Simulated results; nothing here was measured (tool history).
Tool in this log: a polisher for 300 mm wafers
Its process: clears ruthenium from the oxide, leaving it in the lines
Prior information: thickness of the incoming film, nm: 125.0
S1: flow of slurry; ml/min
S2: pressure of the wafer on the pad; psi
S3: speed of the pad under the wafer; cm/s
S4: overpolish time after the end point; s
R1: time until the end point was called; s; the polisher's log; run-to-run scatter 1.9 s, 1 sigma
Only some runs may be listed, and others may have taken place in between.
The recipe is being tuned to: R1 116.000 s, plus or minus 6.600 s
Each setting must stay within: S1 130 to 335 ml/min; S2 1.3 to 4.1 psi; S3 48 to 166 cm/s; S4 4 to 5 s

| run | hour | S1 | S2 | S3 | S4 | R1 |
|---|---|---|---|---|---|---|
| 1 | 0.0 | 215 | 2.7 | 106 | 5 | 85.831 |
| 2 | 8.7 | 215 | 2.5 | 104 | 5 | 93.573 |
| 3 | 10.9 | 215 | 2.3 | 104 | 5 | 101.320 |
| 4 | 17.4 | 215 | 2.2 | 104 | 5 | 104.630 |
| 5 | 21.7 | 215 | 1.6 | 104 | 5 | 142.550 |
| 6 | 22.4 | 215 | 1.6 | 80 | 5 | 185.070 |
| 7 | 27.1 | 215 | 1.9 | 82 | 5 | 152.640 |
| 8 | 29.2 | 215 | 2.1 | 82 | 5 | 136.220 |

Next run, 4 choices. One meets every target within its allowed miss, the rest don't. Which?
| A | 31.3 | 150 | 1.9 | 78 | 4 | ? |
| B | 31.3 | 180 | 2.0 | 86 | 5 | ? |
| C | 31.3 | 225 | 2.4 | 86 | 5 | ? |
| D | 31.3 | 220 | 1.9 | 84 | 5 | ? |

| move | R1 |
|---|---|
| A | 171.490 |
| B | 143.840 |
| C | 116.870 |
| D | 150.120 |
A: misses by more than the last run did
B: misses by more than the last run did
C: meets every target
D: misses by more than the last run did
Move C is the one to make.
